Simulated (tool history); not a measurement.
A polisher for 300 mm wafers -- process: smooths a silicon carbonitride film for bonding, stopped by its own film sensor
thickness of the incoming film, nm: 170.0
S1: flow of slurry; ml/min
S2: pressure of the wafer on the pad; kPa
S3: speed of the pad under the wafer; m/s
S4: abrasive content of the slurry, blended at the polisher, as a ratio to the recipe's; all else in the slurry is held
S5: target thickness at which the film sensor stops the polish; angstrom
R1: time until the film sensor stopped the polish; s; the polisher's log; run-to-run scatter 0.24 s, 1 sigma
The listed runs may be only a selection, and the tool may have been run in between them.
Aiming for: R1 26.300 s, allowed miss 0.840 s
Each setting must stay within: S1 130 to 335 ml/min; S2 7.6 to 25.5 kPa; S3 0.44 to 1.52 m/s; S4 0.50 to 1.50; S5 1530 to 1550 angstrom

{"run": 1, "hour": 0.0, "S1": 215, "S2": 16.5, "S3": 0.98, "S4": 1.0, "S5": 1530, "R1": 50.058}
{"run": 2, "hour": 2.3, "S1": 165, "S2": 16.5, "S3": 0.98, "S4": 1.0, "S5": 1530, "R1": 52.781}
{"run": 3, "hour": 9.6, "S1": 165, "S2": 16.5, "S3": 0.98, "S4": 1.0, "S5": 1530, "R1": 52.565}
{"run": 4, "hour": 13.6, "S1": 185, "S2": 19.3, "S3": 1.02, "S4": 1.0, "S5": 1530, "R1": 42.676}
{"run": 5, "hour": 19.3, "S1": 185, "S2": 16.5, "S3": 1.02, "S4": 1.0, "S5": 1530, "R1": 49.618}
{"run": 6, "hour": 27.7, "S1": 185, "S2": 16.5, "S3": 1.02, "S4": 1.0, "S5": 1530, "R1": 48.923}
{"run": 7, "hour": 34.2, "S1": 205, "S2": 19.3, "S3": 1.04, "S4": 1.0, "S5": 1530, "R1": 40.846}
{"run": 8, "hour": 40.4, "S1": 225, "S2": 21.4, "S3": 1.06, "S4": 1.0, "S5": 1530, "R1": 36.183}

Which one of the following 4 next-run settings gets every result inside its allowed miss? There is exactly one.
{"run": "A", "hour": 46.6, "S1": 130, "S2": 25.5, "S3": 0.72, "S4": 1.1, "S5": 1540, "R1": "?"}
{"run": "B", "hour": 46.6, "S1": 305, "S2": 20.7, "S3": 1.46, "S4": 1.2, "S5": 1530, "R1": "?"}
{"run": "C", "hour": 46.6, "S1": 150, "S2": 24.1, "S3": 1.52, "S4": 1.05, "S5": 1540, "R1": "?"}
{"run": "D", "hour": 46.6, "S1": 190, "S2": 21.4, "S3": 0.58, "S4": 1.15, "S5": 1530, "R1": "?"}

move=A R1=41.837
move=B R1=26.215
move=C R1=24.042
move=D R1=57.191
A: misses by more than the last run did
B: every result lands within tolerance
C: moves the result that the last run missed by most past its target, out the other side
D: misses by more than the last run did
So the answer is move B, the one that meets all the targets.

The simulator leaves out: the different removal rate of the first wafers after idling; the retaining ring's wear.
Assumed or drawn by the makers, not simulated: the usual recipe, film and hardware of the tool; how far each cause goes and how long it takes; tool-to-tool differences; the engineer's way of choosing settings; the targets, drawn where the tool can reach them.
